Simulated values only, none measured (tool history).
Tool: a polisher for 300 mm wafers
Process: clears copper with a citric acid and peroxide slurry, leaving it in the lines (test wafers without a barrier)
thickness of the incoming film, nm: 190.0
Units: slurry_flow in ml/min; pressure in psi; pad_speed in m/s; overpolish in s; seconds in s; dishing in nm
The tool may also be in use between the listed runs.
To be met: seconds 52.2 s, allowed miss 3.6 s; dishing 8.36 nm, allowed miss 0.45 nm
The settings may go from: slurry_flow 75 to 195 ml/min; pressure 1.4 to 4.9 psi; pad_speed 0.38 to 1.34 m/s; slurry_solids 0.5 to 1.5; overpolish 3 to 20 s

run  hour  slurry_flow  pressure  pad_speed  slurry_solids  overpolish  seconds  dishing
  1     0          125       3.1       0.86              1          10   89.474   14.208
  2   3.2          125       3.1       0.86            1.1          10   91.906   14.487
  3   6.5          125       3.2        0.9           0.95           8   86.147   12.336
  4  11.5          125       3.8        0.9           0.95           8   75.101   14.066
  5  12.5          125       3.8          1           0.95           8   64.255   15.299
  6  13.5          130       3.4        1.1            0.8           7   67.144   13.686
  7  15.6          115       3.3       1.16            0.7           6   69.474    11.76
  8  17.7          105       3.4       1.22           0.65           5    66.86   10.425
  9  19.8           95       3.6       1.26            0.6           4   62.182   9.1375
 10  23.7           95       3.6       1.26            0.6           4   62.004   9.2446
 11  27.6           90       3.8       1.26            0.6           4   57.712   9.3473
 12  32.5           85       3.9       1.26            0.6           4   58.425   9.6213
 13    38           80       3.9       1.28           0.55           4   62.447   9.2903
 14  41.7           80       3.9        1.3           0.55           4   59.325   9.5059
 15  43.9           85       3.7       1.34           0.65           3   59.432    7.743
 16  46.5           90       3.7       1.34            0.7           3   56.491   7.8022
 17  47.5           95       3.7       1.34            0.7           3   55.494   7.9473

4 next moves are on the table. One of them brings every result within its allowed miss. Which?
  A  48.5           90         4       1.34           0.65           3        ?        ?
  B  48.5          110       3.5       1.32           0.75           3        ?        ?
  C  48.5           75         4        1.2            0.7           3        ?        ?
  D  48.5          125       3.2       1.34            0.8           3        ?        ?

move  seconds  dishing
   A   52.933   8.0886
   B   57.568    7.506
   C   60.553   7.1879
   D   59.844    7.247
A: meets every target
B: further off than the last run
C: further off than the last run
D: further off than the last run
Answer: A
